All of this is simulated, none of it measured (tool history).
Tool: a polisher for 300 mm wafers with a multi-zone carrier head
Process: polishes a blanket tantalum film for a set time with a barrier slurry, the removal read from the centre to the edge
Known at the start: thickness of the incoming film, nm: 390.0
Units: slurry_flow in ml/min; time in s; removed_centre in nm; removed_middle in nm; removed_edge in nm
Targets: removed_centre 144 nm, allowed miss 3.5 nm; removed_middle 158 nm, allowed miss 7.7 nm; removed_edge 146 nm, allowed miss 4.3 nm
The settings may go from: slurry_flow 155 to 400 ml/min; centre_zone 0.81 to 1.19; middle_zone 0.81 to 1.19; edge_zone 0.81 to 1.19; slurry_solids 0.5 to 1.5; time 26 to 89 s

run 1 hour=0 | slurry_flow=255 centre_zone=1 middle_zone=1 edge_zone=1 slurry_solids=1 time=57 | removed_centre=152.9 removed_middle=150.45 removed_edge=150
run 2 hour=4.1 | slurry_flow=300 centre_zone=1 middle_zone=1 edge_zone=1 slurry_solids=1 time=57 | removed_centre=154.31 removed_middle=155.1 removed_edge=152.39
run 3 hour=7.8 | slurry_flow=295 centre_zone=0.99 middle_zone=1.01 edge_zone=0.99 slurry_solids=1 time=57 | removed_centre=152.47 removed_middle=155.87 removed_edge=155.86
run 4 hour=13 | slurry_flow=285 centre_zone=0.99 middle_zone=1.03 edge_zone=0.98 slurry_solids=0.95 time=57 | removed_centre=150.39 removed_middle=153.83 removed_edge=147.53
run 5 hour=14.7 | slurry_flow=285 centre_zone=0.98 middle_zone=1.04 edge_zone=0.98 slurry_solids=0.95 time=57 | removed_centre=148.44 removed_middle=160.12 removed_edge=147.54
-- hour=22.5 worn pad replaced by a new one
run 6 hour=22.5 | slurry_flow=280 centre_zone=0.98 middle_zone=1.04 edge_zone=0.98 slurry_solids=0.95 time=57 | removed_centre=156.58 removed_middle=165.48 removed_edge=158.3
run 7 hour=29.3 | slurry_flow=290 centre_zone=0.97 middle_zone=1.03 edge_zone=0.96 slurry_solids=0.9 time=57 | removed_centre=152.75 removed_middle=158.1 removed_edge=153.06
run 8 hour=35.1 | slurry_flow=285 centre_zone=0.97 middle_zone=1.04 edge_zone=0.97 slurry_solids=0.9 time=57 | removed_centre=152.76 removed_middle=163.41 removed_edge=154.16
run 9 hour=43.2 | slurry_flow=285 centre_zone=0.97 middle_zone=1.04 edge_zone=0.97 slurry_solids=0.9 time=56 | removed_centre=151.68 removed_middle=156.67 removed_edge=151.21
run 10 hour=51.2 | slurry_flow=285 centre_zone=0.97 middle_zone=1.05 edge_zone=0.97 slurry_solids=0.9 time=55 | removed_centre=147.83 removed_middle=155.67 removed_edge=150.19

4 next moves are on the table. One of them brings every result within its allowed miss. Which?
run A hour=59.2 | slurry_flow=215 centre_zone=0.97 middle_zone=1.09 edge_zone=0.96 slurry_solids=0.8 time=58 | removed_centre=? removed_middle=? removed_edge=?
run B hour=59.2 | slurry_flow=315 centre_zone=0.9 middle_zone=0.98 edge_zone=1.01 slurry_solids=0.9 time=56 | removed_centre=? removed_middle=? removed_edge=?
run C hour=59.2 | slurry_flow=305 centre_zone=1.01 middle_zone=1.06 edge_zone=1.03 slurry_solids=0.85 time=55 | removed_centre=? removed_middle=? removed_edge=?
run D hour=59.2 | slurry_flow=275 centre_zone=1.03 middle_zone=1.09 edge_zone=0.94 slurry_solids=1.1 time=51 | removed_centre=? removed_middle=? removed_edge=?

move=A removed_centre=145.45 removed_middle=158.42 removed_edge=145.49
move=B removed_centre=145.16 removed_middle=154.32 removed_edge=155.44
move=C removed_centre=152.34 removed_middle=156.71 removed_edge=150.41
move=D removed_centre=154.49 removed_middle=159.92 removed_edge=144.47
A: meets every target
B: brings the result that was furthest off to its target, and leaves another outside
C: further off than the last run
D: further off than the last run
Answer: A
